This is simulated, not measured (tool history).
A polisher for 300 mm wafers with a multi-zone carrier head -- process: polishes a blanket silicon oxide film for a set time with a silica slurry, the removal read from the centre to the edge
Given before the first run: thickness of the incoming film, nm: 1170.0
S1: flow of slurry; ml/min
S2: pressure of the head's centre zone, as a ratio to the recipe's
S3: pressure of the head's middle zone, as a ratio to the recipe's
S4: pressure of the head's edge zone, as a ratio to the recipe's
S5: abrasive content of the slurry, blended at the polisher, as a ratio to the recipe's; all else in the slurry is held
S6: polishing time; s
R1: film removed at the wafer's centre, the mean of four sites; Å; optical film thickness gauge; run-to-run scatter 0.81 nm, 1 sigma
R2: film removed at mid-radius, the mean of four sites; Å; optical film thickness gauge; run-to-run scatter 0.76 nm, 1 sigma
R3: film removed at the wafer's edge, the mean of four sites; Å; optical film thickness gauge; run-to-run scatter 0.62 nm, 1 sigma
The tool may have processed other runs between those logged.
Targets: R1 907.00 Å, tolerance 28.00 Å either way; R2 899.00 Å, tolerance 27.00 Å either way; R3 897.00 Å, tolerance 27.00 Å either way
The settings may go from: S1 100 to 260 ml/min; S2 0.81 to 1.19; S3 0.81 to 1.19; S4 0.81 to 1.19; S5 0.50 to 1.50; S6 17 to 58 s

run,hour,S1,S2,S3,S4,S5,S6,R1,R2,R3
1,0.0,165,1.00,1.00,1.00,1.00,37,1485.70,1493.60,1515.80
2,6.0,160,0.99,0.99,0.97,0.90,35,1335.60,1315.90,1348.40
3,7.4,160,1.08,0.99,0.97,0.90,35,1445.50,1331.40,1342.10
4,12.8,155,1.05,0.99,0.95,0.80,34,1298.60,1203.50,1226.50
5,21.8,155,1.05,0.99,0.95,0.80,30,1147.20,1059.10,1088.00
6,25.9,155,1.05,1.06,0.95,0.80,30,1152.60,1145.10,1097.30
7,27.5,150,1.03,1.05,0.93,0.75,30,1094.50,1083.70,1032.00
8,35.5,150,1.03,1.05,0.93,0.75,30,1064.20,1083.50,1040.70
9,37.1,145,1.02,1.03,0.91,0.75,30,1073.60,1060.90,1010.90
10,39.1,110,0.92,0.93,0.89,0.60,30,782.11,811.09,852.13
11,40.5,125,0.93,0.93,0.88,0.60,30,826.68,823.84,890.56
12,41.1,130,0.94,0.95,0.87,0.60,30,849.59,874.94,893.85
13,44.8,135,0.95,0.95,0.86,0.60,30,864.45,879.88,895.43

Which one of the following 4 next-run settings gets every result inside its allowed miss? There is exactly one.
A,48.5,110,1.02,0.98,0.86,0.70,27,?,?,?
B,48.5,135,0.90,1.00,0.86,0.60,31,?,?,?
C,48.5,165,0.96,0.95,0.85,0.60,29,?,?,?
D,48.5,160,0.95,0.98,0.88,0.60,27,?,?,?

move,R1,R2,R3
A,831.12,800.18,821.00
B,847.65,931.72,918.08
C,898.44,879.56,887.51
D,820.97,834.43,831.67
A: lands further from the targets than the last run did
B: lands further from the targets than the last run did
C: meets every target
D: lands further from the targets than the last run did
Correct choice: C, which meets every target

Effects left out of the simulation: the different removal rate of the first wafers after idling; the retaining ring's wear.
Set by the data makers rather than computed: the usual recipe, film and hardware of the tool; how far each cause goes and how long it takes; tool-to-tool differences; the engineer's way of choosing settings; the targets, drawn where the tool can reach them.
